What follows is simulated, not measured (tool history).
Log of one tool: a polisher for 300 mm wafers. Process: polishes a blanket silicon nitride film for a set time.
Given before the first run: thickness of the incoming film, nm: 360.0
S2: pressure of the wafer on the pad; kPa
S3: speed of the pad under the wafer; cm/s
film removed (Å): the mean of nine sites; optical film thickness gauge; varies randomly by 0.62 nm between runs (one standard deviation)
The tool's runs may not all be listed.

run 1 hour=0.0 | flow_of_slurry_(ml/min)=305 S2=25.5 S3=110 polishing_time_(s)=87 | film_removed_(Å)=1683.50
run 2 hour=0.6 | flow_of_slurry_(ml/min)=305 S2=23.4 S3=108 polishing_time_(s)=87 | film_removed_(Å)=1502.00
run 3 hour=8.1 | flow_of_slurry_(ml/min)=305 S2=21.4 S3=108 polishing_time_(s)=87 | film_removed_(Å)=1372.80
run 4 hour=10.9 | flow_of_slurry_(ml/min)=305 S2=20.0 S3=108 polishing_time_(s)=87 | film_removed_(Å)=1303.80
run 5 hour=16.5 | flow_of_slurry_(ml/min)=305 S2=20.0 S3=126 polishing_time_(s)=87 | film_removed_(Å)=1472.00
run 6 hour=18.0 | flow_of_slurry_(ml/min)=305 S2=20.0 S3=148 polishing_time_(s)=87 | film_removed_(Å)=1666.70
run 7 hour=25.3 | flow_of_slurry_(ml/min)=275 S2=13.1 S3=118 polishing_time_(s)=87 | film_removed_(Å)=919.10
run 8 hour=30.3 | flow_of_slurry_(ml/min)=270 S2=13.1 S3=118 polishing_time_(s)=87 | film_removed_(Å)=912.57
run 9 hour=36.0 | flow_of_slurry_(ml/min)=265 S2=13.1 S3=118 polishing_time_(s)=87 | film_removed_(Å)=918.62
run 10 hour=41.0 | flow_of_slurry_(ml/min)=260 S2=13.1 S3=118 polishing_time_(s)=87 | film_removed_(Å)=909.06

Run 11 has not been measured yet. What should we expect?
run 11 hour=49.8 | flow_of_slurry_(ml/min)=255 S2=13.1 S3=118 polishing_time_(s)=87 | film_removed_(Å)=?

film removed (Å): 923.60

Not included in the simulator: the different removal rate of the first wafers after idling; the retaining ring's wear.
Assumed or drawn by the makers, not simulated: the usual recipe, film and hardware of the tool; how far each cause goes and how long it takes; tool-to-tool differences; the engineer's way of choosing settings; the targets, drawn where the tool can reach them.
